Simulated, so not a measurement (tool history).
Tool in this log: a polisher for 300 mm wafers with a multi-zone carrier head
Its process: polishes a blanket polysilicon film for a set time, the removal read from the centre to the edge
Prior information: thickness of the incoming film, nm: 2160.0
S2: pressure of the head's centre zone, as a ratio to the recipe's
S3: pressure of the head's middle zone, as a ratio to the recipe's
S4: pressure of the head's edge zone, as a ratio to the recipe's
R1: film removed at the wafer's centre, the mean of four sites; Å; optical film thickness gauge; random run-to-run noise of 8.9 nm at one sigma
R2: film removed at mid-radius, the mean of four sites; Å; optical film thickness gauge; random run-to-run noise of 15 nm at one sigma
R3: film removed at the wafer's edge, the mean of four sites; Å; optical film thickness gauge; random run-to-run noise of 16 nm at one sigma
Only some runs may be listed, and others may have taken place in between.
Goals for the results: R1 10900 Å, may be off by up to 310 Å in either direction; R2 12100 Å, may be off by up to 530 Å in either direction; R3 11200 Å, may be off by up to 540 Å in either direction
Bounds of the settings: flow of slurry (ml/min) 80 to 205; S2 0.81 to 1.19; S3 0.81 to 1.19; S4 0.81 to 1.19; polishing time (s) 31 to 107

Run 1, hour 0: flow of slurry (ml/min) 135, S2 1, S3 1, S4 1, polishing time (s) 69. Result: R1 7491.4 Å, R2 7498 Å, R3 7587.4 Å.
Run 2, hour 5.5: flow of slurry (ml/min) 140, S2 1, S3 1.02, S4 1.02, polishing time (s) 72. Result: R1 7777.9 Å, R2 7955.5 Å, R3 7960.3 Å.
Run 3, hour 7.7: flow of slurry (ml/min) 110, S2 1, S3 1.02, S4 1.02, polishing time (s) 72. Result: R1 7373 Å, R2 7333.9 Å, R3 7566.8 Å.
Run 4, hour 11.3: flow of slurry (ml/min) 120, S2 1, S3 1.03, S4 1.03, polishing time (s) 74. Result: R1 7819.3 Å, R2 7827.6 Å, R3 7947.5 Å.
Run 5, hour 15.7: flow of slurry (ml/min) 120, S2 1, S3 1.03, S4 0.97, polishing time (s) 74. Result: R1 7780.6 Å, R2 7740.7 Å, R3 7859.4 Å.
Run 6, hour 21.8: flow of slurry (ml/min) 130, S2 1, S3 1.04, S4 0.98, polishing time (s) 76. Result: R1 7975.9 Å, R2 8255.5 Å, R3 8114.8 Å.
Run 7, hour 26: flow of slurry (ml/min) 150, S2 1.08, S3 1.13, S4 1.08, polishing time (s) 95. Result: R1 11509 Å, R2 11106 Å, R3 11046 Å.
Run 8, hour 32.2: flow of slurry (ml/min) 150, S2 1.07, S3 1.14, S4 1.08, polishing time (s) 95. Result: R1 11002 Å, R2 11770 Å, R3 10898 Å.
Run 9, hour 40.6: flow of slurry (ml/min) 150, S2 1.07, S3 1.14, S4 1.08, polishing time (s) 95. Result: R1 11214 Å, R2 11506 Å, R3 10953 Å.
At hour 41.8: worn pad replaced by a new one.
Run 10, hour 41.8: flow of slurry (ml/min) 150, S2 1.05, S3 1.15, S4 1.09, polishing time (s) 96. Result: R1 12350 Å, R2 13065 Å, R3 12354 Å.
Run 11, hour 48.2: flow of slurry (ml/min) 145, S2 1.05, S3 1.15, S4 1.08, polishing time (s) 96. Result: R1 12367 Å, R2 13071 Å, R3 12693 Å.
Run 12, hour 56.6: flow of slurry (ml/min) 145, S2 1.04, S3 1.15, S4 1.07, polishing time (s) 95. Result: R1 11960 Å, R2 12874 Å, R3 12323 Å.
Run 13, hour 57.6: flow of slurry (ml/min) 145, S2 1.04, S3 1.15, S4 1.06, polishing time (s) 94. Result: R1 11952 Å, R2 12826 Å, R3 11879 Å.

Of the 5 settings listed for the next run, only one would bring every result within its allowed miss of target. Which one?
Run A, hour 58.6: flow of slurry (ml/min) 100, S2 1.17, S3 1.1, S4 1.06, polishing time (s) 102. Result: R1 ?, R2 ?, R3 ?.
Run B, hour 58.6: flow of slurry (ml/min) 155, S2 1.08, S3 1.12, S4 1.07, polishing time (s) 92. Result: R1 ?, R2 ?, R3 ?.
Run C, hour 58.6: flow of slurry (ml/min) 175, S2 1.06, S3 1.17, S4 1.08, polishing time (s) 99. Result: R1 ?, R2 ?, R3 ?.
Run D, hour 58.6: flow of slurry (ml/min) 145, S2 0.95, S3 1.15, S4 1.04, polishing time (s) 87. Result: R1 ?, R2 ?, R3 ?.
Run E, hour 58.6: flow of slurry (ml/min) 135, S2 1, S3 1.14, S4 1.02, polishing time (s) 90. Result: R1 ?, R2 ?, R3 ?.

move     R1     R2     R3
   A  13349  12487  12281
   B  12405  12603  11906
   C  13414  14378  13059
   D  10167  12051  10998
   E  10899  12197  11158
A: its largest miss is bigger than the last run's
B: its largest miss is bigger than the last run's
C: its largest miss is bigger than the last run's
D: takes the biggest miss from the last run beyond its target
E: hits every target within its allowed miss
Answer: E
